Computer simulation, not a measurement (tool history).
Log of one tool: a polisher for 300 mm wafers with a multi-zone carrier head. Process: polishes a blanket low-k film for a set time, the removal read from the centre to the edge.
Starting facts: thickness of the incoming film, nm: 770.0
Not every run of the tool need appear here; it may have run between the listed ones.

run    day  flow of slurry (ml/min)  pressure of the head's centre zone  pressure of the head's middle zone  pressure of the head's edge zone  abrasive content of the slurry  polishing time (s)  film removed at the wafer's centre (angstrom)  film removed at mid-radius (angstrom)  film removed at the wafer's edge (angstrom)
  1      0                      255                                   1                                   1                                 1                               1                  65                                         290.56                                 294.06                                        306.5
  2  0.233                      255                                   1                                   1                              0.92                               1                  65                                         286.07                                 296.03                                       294.32
  3  0.529                      255                                1.01                                0.99                               0.9                             0.9                  61                                         265.36                                 266.36                                        262.7
  4  0.554                      255                                0.97                                0.99                               0.9                             0.9                  61                                         258.78                                 265.29                                       264.91
  5  0.883                      255                                0.97                                0.99                               0.9                             1.1                  61                                         271.16                                 278.94                                        275.9
  6  1.158                      255                                0.98                                0.98                              0.89                               1                  57                                         256.12                                 255.61                                       252.96
  7  1.258                      245                                0.96                                 0.9                              0.83                            0.75                  41                                         164.84                                 156.91                                       159.54
  8   1.55                      260                                0.97                                0.91                              0.84                            0.75                  41                                         161.18                                 159.96                                       162.56
  9  1.858                      255                                0.99                                0.92                              0.85                            0.75                  41                                         169.98                                  160.1                                       167.91
 10  2.117                      255                                   1                                0.93                              0.84                            0.75                  41                                         169.35                                 162.41                                       163.53

Run 11 has not been measured yet. What should we expect?
 11  2.142                      260                                1.02                                0.94                              0.85                            0.75                  41                                              ?                                      ?                                            ?

Run 11 gave film removed at the wafer's centre (angstrom) 172.53, film removed at mid-radius (angstrom) 163.58, film removed at the wafer's edge (angstrom) 165.56.

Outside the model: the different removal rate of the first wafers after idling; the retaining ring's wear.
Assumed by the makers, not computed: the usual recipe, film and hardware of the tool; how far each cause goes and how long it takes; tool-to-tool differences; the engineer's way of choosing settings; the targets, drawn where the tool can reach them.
